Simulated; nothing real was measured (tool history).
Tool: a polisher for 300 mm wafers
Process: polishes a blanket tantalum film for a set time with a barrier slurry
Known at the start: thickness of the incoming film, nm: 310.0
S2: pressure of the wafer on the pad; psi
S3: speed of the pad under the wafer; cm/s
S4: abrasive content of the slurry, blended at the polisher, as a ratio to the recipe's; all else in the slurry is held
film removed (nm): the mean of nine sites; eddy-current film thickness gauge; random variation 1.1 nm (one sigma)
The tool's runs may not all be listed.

Run 1, hour 0: flow of slurry (ml/min) 275, S2 1.9 psi, S3 80 cm/s, S4 1, polishing time (s) 93. Result: film removed (nm) 101.88.
Run 2, hour 3.9: flow of slurry (ml/min) 275, S2 1.9 psi, S3 80 cm/s, S4 0.85, polishing time (s) 93. Result: film removed (nm) 95.096.
Run 3, hour 9.9: flow of slurry (ml/min) 275, S2 2 psi, S3 80 cm/s, S4 0.85, polishing time (s) 93. Result: film removed (nm) 98.675.
Run 4, hour 18.6: flow of slurry (ml/min) 275, S2 2 psi, S3 80 cm/s, S4 0.95, polishing time (s) 93. Result: film removed (nm) 103.07.
Run 5, hour 24.5: flow of slurry (ml/min) 275, S2 2 psi, S3 70 cm/s, S4 0.95, polishing time (s) 93. Result: film removed (nm) 91.578.
Run 6, hour 33.1: flow of slurry (ml/min) 275, S2 2 psi, S3 70 cm/s, S4 0.95, polishing time (s) 93. Result: film removed (nm) 91.773.
Run 7, hour 39.6: flow of slurry (ml/min) 275, S2 2.1 psi, S3 70 cm/s, S4 0.95, polishing time (s) 93. Result: film removed (nm) 96.295.

The next listed run, before its measurement:
Run 8, hour 42.6: flow of slurry (ml/min) 280, S2 2.5 psi, S3 70 cm/s, S4 0.95, polishing time (s) 93. Result: film removed (nm) ?.

{"run 8": {"film removed (nm)": 108.74}}

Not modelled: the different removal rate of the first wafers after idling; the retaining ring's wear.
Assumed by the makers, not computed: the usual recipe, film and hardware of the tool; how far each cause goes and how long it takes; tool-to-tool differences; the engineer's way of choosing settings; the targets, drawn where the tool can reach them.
